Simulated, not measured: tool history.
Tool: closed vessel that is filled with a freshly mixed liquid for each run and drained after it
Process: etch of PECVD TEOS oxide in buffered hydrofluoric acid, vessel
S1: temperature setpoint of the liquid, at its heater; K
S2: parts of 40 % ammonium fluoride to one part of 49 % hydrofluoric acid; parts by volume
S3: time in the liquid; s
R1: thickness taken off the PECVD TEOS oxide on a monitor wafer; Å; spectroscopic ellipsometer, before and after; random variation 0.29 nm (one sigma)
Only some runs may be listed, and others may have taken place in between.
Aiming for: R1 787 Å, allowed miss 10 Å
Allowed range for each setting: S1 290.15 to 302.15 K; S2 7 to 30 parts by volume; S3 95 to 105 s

run  hour      S1  S2   S3      R1
  1     0  294.15  20   95  546.98
  2   4.9  295.65  20   95  597.13
  3     6  296.65  20   95  622.63
  4  10.4  296.65  25   95  536.86
  5  13.4  293.65  25   95  454.78
  6  16.4  293.65  25  105  503.09
  7  20.4  295.15  25  105  547.33
  8  29.4  296.65  25  105  595.07
     37.5  -- hydrofluoric acid flow meter replaced
  9  37.5  297.65  25  105  660.65
 10  41.2  298.15  25  105  677.71
 11  43.3  298.65  25  105  695.16
 12  52.2  299.15  25  105  713.51
 13  60.7  299.65  25  105     732

Consider the 5 candidate settings below. Which is the only one whose results all fall within their allowed miss of target?
  A  69.2  302.15  28.5  105   ?
  B  69.2  299.65    22  100   ?
  C  69.2  301.15  23.5  100   ?
  D  69.2  297.15    22  100   ?
  E  69.2  301.15  24.5  100   ?

move      R1
   A  770.56
   B  766.15
   C  793.74
   D  668.76
   E   771.4
A: closer than the last run, but not yet in spec
B: closer than the last run, but not yet in spec
C: every result within its allowed miss
D: its largest miss is bigger than the last run's
E: closer than the last run, but not yet in spec
C is the move that brings every result within its allowed miss.

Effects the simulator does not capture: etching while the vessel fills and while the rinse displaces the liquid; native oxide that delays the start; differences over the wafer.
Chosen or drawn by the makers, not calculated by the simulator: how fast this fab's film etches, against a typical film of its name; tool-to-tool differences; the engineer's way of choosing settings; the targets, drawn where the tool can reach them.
